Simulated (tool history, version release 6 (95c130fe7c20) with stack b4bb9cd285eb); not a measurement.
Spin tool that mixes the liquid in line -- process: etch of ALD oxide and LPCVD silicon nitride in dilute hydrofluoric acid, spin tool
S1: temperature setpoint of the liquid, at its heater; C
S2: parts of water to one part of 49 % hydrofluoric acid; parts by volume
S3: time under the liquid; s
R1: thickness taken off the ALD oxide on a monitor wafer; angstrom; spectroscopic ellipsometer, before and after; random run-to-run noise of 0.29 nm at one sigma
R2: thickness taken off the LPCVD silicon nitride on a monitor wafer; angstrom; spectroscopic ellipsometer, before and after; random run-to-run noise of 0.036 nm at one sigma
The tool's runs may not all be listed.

{"run": 1, "hour": 0.0, "S1": 26.0, "S2": 155, "S3": 180, "R1": 369.59, "R2": 7.5629}
{"run": 2, "hour": 6.1, "S1": 22.5, "S2": 155, "S3": 180, "R1": 324.9, "R2": 5.9981}
{"run": 3, "hour": 11.1, "S1": 22.5, "S2": 120, "S3": 180, "R1": 438.15, "R2": 8.0441}
{"run": 4, "hour": 18.7, "S1": 22.5, "S2": 170, "S3": 180, "R1": 292.19, "R2": 5.3835}
{"run": 5, "hour": 23.4, "S1": 22.5, "S2": 170, "S3": 150, "R1": 243.28, "R2": 4.3817}
{"run": 6, "hour": 31.4, "S1": 19.0, "S2": 170, "S3": 150, "R1": 213.66, "R2": 3.8321}
{"run": 7, "hour": 32.0, "S1": 21.5, "S2": 165, "S3": 150, "R1": 245.44, "R2": 4.3286}
{"run": 8, "hour": 35.2, "S1": 25.5, "S2": 150, "S3": 145, "R1": 304.48, "R2": 6.2062}

For run 9, what comes out?
{"run": 9, "hour": 42.3, "S1": 26.5, "S2": 100, "S3": 140, "R1": "?", "R2": "?"}

{"run 9": {"R1": 493.47, "R2": 9.268}}
